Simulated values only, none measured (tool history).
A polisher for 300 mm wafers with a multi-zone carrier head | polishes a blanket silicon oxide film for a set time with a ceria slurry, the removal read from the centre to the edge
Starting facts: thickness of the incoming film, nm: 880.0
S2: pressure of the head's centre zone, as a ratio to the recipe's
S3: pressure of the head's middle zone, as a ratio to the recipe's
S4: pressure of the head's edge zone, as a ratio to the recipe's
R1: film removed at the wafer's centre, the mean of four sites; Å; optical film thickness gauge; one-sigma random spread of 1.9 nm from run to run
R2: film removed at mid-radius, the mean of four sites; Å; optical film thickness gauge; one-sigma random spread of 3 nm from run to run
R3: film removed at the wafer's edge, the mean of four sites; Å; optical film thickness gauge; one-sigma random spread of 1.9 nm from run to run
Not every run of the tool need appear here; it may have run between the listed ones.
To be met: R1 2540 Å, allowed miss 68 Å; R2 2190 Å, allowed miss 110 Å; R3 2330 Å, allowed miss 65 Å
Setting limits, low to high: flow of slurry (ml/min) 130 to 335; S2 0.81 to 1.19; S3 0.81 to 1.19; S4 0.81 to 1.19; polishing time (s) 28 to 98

Run 1, hour 0: flow of slurry (ml/min) 215, S2 1, S3 1, S4 1, polishing time (s) 63. Result: R1 2692.4 Å, R2 2737 Å, R3 2782.3 Å.
Run 2, hour 1.9: flow of slurry (ml/min) 215, S2 0.96, S3 1, S4 1, polishing time (s) 63. Result: R1 2601.7 Å, R2 2754.8 Å, R3 2753.1 Å.
Run 3, hour 4.5: flow of slurry (ml/min) 215, S2 0.96, S3 1, S4 1, polishing time (s) 72. Result: R1 2969.9 Å, R2 3032.4 Å, R3 3111.3 Å.
Run 4, hour 7.4: flow of slurry (ml/min) 215, S2 1.04, S3 1, S4 1, polishing time (s) 72. Result: R1 3247.3 Å, R2 3134.9 Å, R3 3158.1 Å.
Run 5, hour 8.5: flow of slurry (ml/min) 215, S2 1.12, S3 1, S4 1, polishing time (s) 72. Result: R1 3473.5 Å, R2 3233.1 Å, R3 3184.4 Å.
Run 6, hour 15.9: flow of slurry (ml/min) 215, S2 1.09, S3 1, S4 1, polishing time (s) 72. Result: R1 3397.7 Å, R2 3166 Å, R3 3156.6 Å.
Run 7, hour 17.6: flow of slurry (ml/min) 210, S2 1.08, S3 0.95, S4 0.95, polishing time (s) 67. Result: R1 3083.2 Å, R2 2825.8 Å, R3 2865.9 Å.
Run 8, hour 25.9: flow of slurry (ml/min) 205, S2 1.07, S3 0.91, S4 0.91, polishing time (s) 64. Result: R1 2983.5 Å, R2 2562.8 Å, R3 2680.5 Å.
Run 9, hour 33: flow of slurry (ml/min) 195, S2 1.04, S3 0.9, S4 0.88, polishing time (s) 62. Result: R1 2729.2 Å, R2 2451.4 Å, R3 2561.8 Å.
At hour 36.4: worn pad replaced by a new one.
Run 10, hour 36.4: flow of slurry (ml/min) 195, S2 1.04, S3 0.9, S4 0.88, polishing time (s) 62. Result: R1 3006.1 Å, R2 2695.1 Å, R3 2868.6 Å.
Run 11, hour 38.5: flow of slurry (ml/min) 230, S2 1.04, S3 0.9, S4 0.93, polishing time (s) 61. Result: R1 3035.7 Å, R2 2757.2 Å, R3 2883.1 Å.
Run 12, hour 44.5: flow of slurry (ml/min) 200, S2 1.06, S3 0.91, S4 0.92, polishing time (s) 61. Result: R1 3073.5 Å, R2 2636.3 Å, R3 2839.9 Å.
Run 13, hour 48.1: flow of slurry (ml/min) 185, S2 1.02, S3 0.89, S4 0.82, polishing time (s) 50. Result: R1 2396 Å, R2 2148.2 Å, R3 2216.5 Å.
Run 14, hour 53.7: flow of slurry (ml/min) 195, S2 1.02, S3 0.88, S4 0.83, polishing time (s) 50. Result: R1 2423.5 Å, R2 2213 Å, R3 2262 Å.
Run 15, hour 60.1: flow of slurry (ml/min) 200, S2 1.03, S3 0.86, S4 0.84, polishing time (s) 50. Result: R1 2441.7 Å, R2 2164.4 Å, R3 2245 Å.
Run 16, hour 67.8: flow of slurry (ml/min) 205, S2 1.03, S3 0.85, S4 0.85, polishing time (s) 50. Result: R1 2456.7 Å, R2 2083.9 Å, R3 2323.4 Å.
Run 17, hour 70.4: flow of slurry (ml/min) 210, S2 1.03, S3 0.86, S4 0.85, polishing time (s) 50. Result: R1 2464.9 Å, R2 2109.7 Å, R3 2293.7 Å.
Run 18, hour 77.5: flow of slurry (ml/min) 215, S2 1.03, S3 0.87, S4 0.85, polishing time (s) 50. Result: R1 2430.7 Å, R2 2163.7 Å, R3 2293.8 Å.

Exercise: of the 4 proposed moves below, exactly one satisfies all targets within the stated allowed misses. Which move is it?
Run A, hour 84.6: flow of slurry (ml/min) 205, S2 0.98, S3 0.97, S4 0.85, polishing time (s) 48. Result: R1 ?, R2 ?, R3 ?.
Run B, hour 84.6: flow of slurry (ml/min) 250, S2 1.12, S3 0.92, S4 0.89, polishing time (s) 47. Result: R1 ?, R2 ?, R3 ?.
Run C, hour 84.6: flow of slurry (ml/min) 275, S2 1.06, S3 0.89, S4 0.93, polishing time (s) 49. Result: R1 ?, R2 ?, R3 ?.
Run D, hour 84.6: flow of slurry (ml/min) 265, S2 0.99, S3 0.86, S4 0.92, polishing time (s) 48. Result: R1 ?, R2 ?, R3 ?.

move      R1      R2      R3
   A  2239.7  2189.9  2174.4
   B    2569  2094.7  2196.3
   C  2559.8  2145.3  2339.5
   D    2331  2036.3  2278.5
A: lands further from the targets than the last run did
B: meets the target for the result that was furthest off, but another lies outside its allowed miss
C: every result lands within tolerance
D: lands further from the targets than the last run did
Go with C: it meets all targets.

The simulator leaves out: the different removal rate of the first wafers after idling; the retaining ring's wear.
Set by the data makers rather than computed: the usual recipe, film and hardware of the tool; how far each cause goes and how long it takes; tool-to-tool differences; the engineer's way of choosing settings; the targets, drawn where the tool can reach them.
